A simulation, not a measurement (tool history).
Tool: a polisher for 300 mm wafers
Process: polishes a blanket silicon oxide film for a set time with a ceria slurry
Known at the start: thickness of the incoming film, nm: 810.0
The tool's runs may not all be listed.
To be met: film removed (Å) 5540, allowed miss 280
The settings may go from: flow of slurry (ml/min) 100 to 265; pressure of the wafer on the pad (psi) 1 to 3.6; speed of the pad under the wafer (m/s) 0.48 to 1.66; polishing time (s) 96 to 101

run,day,flow of slurry (ml/min),pressure of the wafer on the pad (psi),speed of the pad under the wafer (m/s),polishing time (s),film removed (Å)
1,0,170,2.3,1.06,96,3503.7
2,0.267,170,2.5,1.06,96,3840.9
3,0.612,170,2.5,0.9,96,3200.3
4,0.796,170,2.5,0.7,96,2548.3
5,0.904,170,2.7,0.76,96,2999.4
6,1.154,170,3.1,0.76,96,3348.4
7,1.492,170,3.2,0.82,96,3791.2
8,1.596,170,3.2,0.82,96,3713.2
9,1.742,170,3.3,0.86,96,4042.3
10,1.921,170,3.4,0.9,96,4404.5
11,2.212,170,3.4,0.92,96,4509.8
12,2.433,170,3.4,0.94,96,4473.9
13,2.579,170,3.4,0.96,96,4678.3
14,2.892,170,3.4,0.98,96,4890.9
15,3.05,170,3.5,1,96,4949.5

4 next moves are on the table. One of them brings every result within its allowed miss. Which?
A,3.208,200,3.5,1.02,101,?
B,3.208,190,3.4,0.96,101,?
C,3.208,165,3.4,0.98,97,?
D,3.208,185,3.5,0.96,96,?

move,film removed (Å)
A,5366.6
B,4885.5
C,4689.1
D,4759.8
A: meets every target
B: further off than the last run
C: further off than the last run
D: further off than the last run
Answer: A
